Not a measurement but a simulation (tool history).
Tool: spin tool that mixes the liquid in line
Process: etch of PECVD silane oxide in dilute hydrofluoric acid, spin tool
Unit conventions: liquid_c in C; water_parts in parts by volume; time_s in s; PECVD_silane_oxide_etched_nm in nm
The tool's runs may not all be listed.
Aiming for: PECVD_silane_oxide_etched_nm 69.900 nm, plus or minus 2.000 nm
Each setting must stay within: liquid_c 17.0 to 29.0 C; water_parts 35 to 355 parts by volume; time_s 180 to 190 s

run	day	liquid_c	water_parts	time_s	PECVD_silane_oxide_etched_nm
1	0.000	21.0	195	180	38.460
2	0.354	21.0	195	190	40.494
3	0.417	21.0	130	190	64.704
4	0.621	17.5	130	190	56.376
5	0.808	18.5	130	190	58.752
6	0.854	17.0	130	190	55.480
7	1.017	18.0	130	190	57.194
8	1.129	19.0	130	190	59.991
9	1.258	19.5	130	190	61.033
10	1.579	20.0	130	190	62.160
11	1.883	20.5	130	190	63.598
12	2.138	21.0	130	190	64.710
13	2.183	21.5	130	190	65.925

Which of these 4 next moves meets every target?
A	2.229	22.5	120	190	?
B	2.229	21.0	115	190	?
C	2.229	18.5	100	180	?
D	2.229	20.5	120	190	?

move	PECVD_silane_oxide_etched_nm
A	75.775
B	74.894
C	74.874
D	69.952
A: pushes the last run's worst result past its target
B: pushes the last run's worst result past its target
C: pushes the last run's worst result past its target
D: hits every target within its allowed miss
The right move is D.
